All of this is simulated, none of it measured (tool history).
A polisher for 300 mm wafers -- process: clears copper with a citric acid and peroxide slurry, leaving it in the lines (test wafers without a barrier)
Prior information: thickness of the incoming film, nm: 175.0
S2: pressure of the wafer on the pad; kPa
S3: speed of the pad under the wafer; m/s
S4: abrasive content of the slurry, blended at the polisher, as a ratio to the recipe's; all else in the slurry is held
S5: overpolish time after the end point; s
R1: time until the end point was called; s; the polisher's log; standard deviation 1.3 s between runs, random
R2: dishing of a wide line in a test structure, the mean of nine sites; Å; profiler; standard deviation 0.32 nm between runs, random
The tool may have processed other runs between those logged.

{"run": 1, "day": 0.0, "flow of slurry (ml/min)": 180, "S2": 22.1, "S3": 0.98, "S4": 1.0, "S5": 19, "R1": 86.3, "R2": 278.42}
{"run": 2, "day": 0.35, "flow of slurry (ml/min)": 180, "S2": 22.1, "S3": 0.98, "S4": 0.85, "S5": 19, "R1": 89.505, "R2": 272.34}
{"run": 3, "day": 0.504, "flow of slurry (ml/min)": 180, "S2": 22.1, "S3": 1.12, "S4": 0.85, "S5": 19, "R1": 78.947, "R2": 308.78}
{"run": 4, "day": 0.704, "flow of slurry (ml/min)": 170, "S2": 20.7, "S3": 1.12, "S4": 0.8, "S5": 20, "R1": 85.932, "R2": 303.34}
{"run": 5, "day": 1.029, "flow of slurry (ml/min)": 170, "S2": 20.7, "S3": 1.12, "S4": 0.8, "S5": 23, "R1": 87.811, "R2": 337.43}
{"run": 6, "day": 1.138, "flow of slurry (ml/min)": 170, "S2": 20.7, "S3": 1.12, "S4": 0.8, "S5": 30, "R1": 86.51, "R2": 426.44}
{"day": 1.238, "done": "slurry blender recalibrated"}
{"run": 7, "day": 1.238, "flow of slurry (ml/min)": 165, "S2": 19.3, "S3": 1.12, "S4": 0.8, "S5": 30, "R1": 87.086, "R2": 420.13}
{"run": 8, "day": 1.325, "flow of slurry (ml/min)": 165, "S2": 17.9, "S3": 1.1, "S4": 0.8, "S5": 30, "R1": 97.413, "R2": 381.14}
{"run": 9, "day": 1.642, "flow of slurry (ml/min)": 165, "S2": 17.9, "S3": 1.1, "S4": 0.8, "S5": 30, "R1": 95.658, "R2": 384.24}
{"run": 10, "day": 1.738, "flow of slurry (ml/min)": 160, "S2": 16.5, "S3": 1.1, "S4": 0.8, "S5": 30, "R1": 104.72, "R2": 359.18}
{"run": 11, "day": 1.892, "flow of slurry (ml/min)": 155, "S2": 15.9, "S3": 1.1, "S4": 0.8, "S5": 30, "R1": 108.13, "R2": 339.07}
{"run": 12, "day": 2.1, "flow of slurry (ml/min)": 150, "S2": 15.2, "S3": 1.1, "S4": 0.8, "S5": 30, "R1": 111.79, "R2": 327.94}
{"run": 13, "day": 2.258, "flow of slurry (ml/min)": 130, "S2": 11.0, "S3": 1.1, "S4": 0.8, "S5": 32, "R1": 154.38, "R2": 255.43}

For run 14, what comes out?
{"run": 14, "day": 2.321, "flow of slurry (ml/min)": 140, "S2": 11.0, "S3": 1.1, "S4": 0.8, "S5": 32, "R1": "?", "R2": "?"}

R1: 155.160 s
R2: 264.76 Å
